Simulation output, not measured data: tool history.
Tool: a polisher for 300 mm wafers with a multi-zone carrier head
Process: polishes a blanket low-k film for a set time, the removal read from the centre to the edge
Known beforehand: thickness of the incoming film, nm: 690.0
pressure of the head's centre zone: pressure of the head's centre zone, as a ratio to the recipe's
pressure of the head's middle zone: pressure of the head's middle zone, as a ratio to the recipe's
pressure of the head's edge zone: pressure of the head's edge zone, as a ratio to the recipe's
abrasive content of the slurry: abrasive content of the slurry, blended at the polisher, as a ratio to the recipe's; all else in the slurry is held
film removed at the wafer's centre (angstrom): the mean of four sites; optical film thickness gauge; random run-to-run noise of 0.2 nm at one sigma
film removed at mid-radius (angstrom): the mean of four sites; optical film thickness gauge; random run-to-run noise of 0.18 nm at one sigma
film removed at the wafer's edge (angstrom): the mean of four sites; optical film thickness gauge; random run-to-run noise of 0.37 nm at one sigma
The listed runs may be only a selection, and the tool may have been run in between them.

run    day  flow of slurry (ml/min)  pressure of the head's centre zone  pressure of the head's middle zone  pressure of the head's edge zone  abrasive content of the slurry  polishing time (s)  film removed at the wafer's centre (angstrom)  film removed at mid-radius (angstrom)  film removed at the wafer's edge (angstrom)
  1  0.000                      195                                1.00                                1.00                              1.00                            1.00                  87                                         207.64                                 195.10                                       200.96
  2  0.062                      145                                1.00                                1.00                              1.00                            1.00                  87                                         194.47                                 184.59                                       193.81
  3  0.408                      190                                1.00                                1.00                              1.00                            1.00                  87                                         206.65                                 194.01                                       201.58
  4  0.454                      200                                1.01                                0.99                              1.02                            1.05                  87                                         213.47                                 198.06                                       207.68
  5  0.538                      170                                1.01                                0.99                              1.02                            1.05                  87                                         209.39                                 193.32                                       205.55
  6  0.800                      170                                1.01                                0.95                              1.02                            1.05                  87                                         206.83                                 187.38                                       202.63
  7  0.954                      170                                1.01                                0.95                              1.02                            1.05                  87                                         210.25                                 188.16                                       201.01
  8  1.162                      175                                1.02                                0.94                              1.04                            1.10                  88                                         216.83                                 192.86                                       215.75
  9  1.438                      185                                1.04                                0.94                              1.05                            1.15                  88                                         227.27                                 199.67                                       219.41

Run 10 is up next; what results do you expect?
 10  1.588                      195                                1.05                                0.93                              1.07                            1.20                  89                                              ?                                      ?                                            ?

{"run 10": {"film removed at the wafer's centre (angstrom)": 235.88, "film removed at mid-radius (angstrom)": 200.94, "film removed at the wafer's edge (angstrom)": 225.54}}

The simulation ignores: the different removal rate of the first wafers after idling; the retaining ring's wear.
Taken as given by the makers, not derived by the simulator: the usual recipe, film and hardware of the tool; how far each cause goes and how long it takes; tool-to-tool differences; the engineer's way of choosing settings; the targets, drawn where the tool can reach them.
